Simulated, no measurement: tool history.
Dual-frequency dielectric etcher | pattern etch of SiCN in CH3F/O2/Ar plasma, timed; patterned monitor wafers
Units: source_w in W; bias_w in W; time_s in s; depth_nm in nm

run    day  source_w  bias_w  time_s  depth_nm
  1  0.000       290      63    61.5    19.826
  2  0.300       290      71    61.5    20.731
  3  0.583       260      71    61.5    19.879
  4  0.875       280      72    61.5    20.597
  5  1.017       290      73    61.5    20.860
  6  1.258       290      68    61.5    20.302

Forecast run 7:
  7  1.583       300      69    61.5         ?

Run 7 gave depth_nm 20.765 nm.
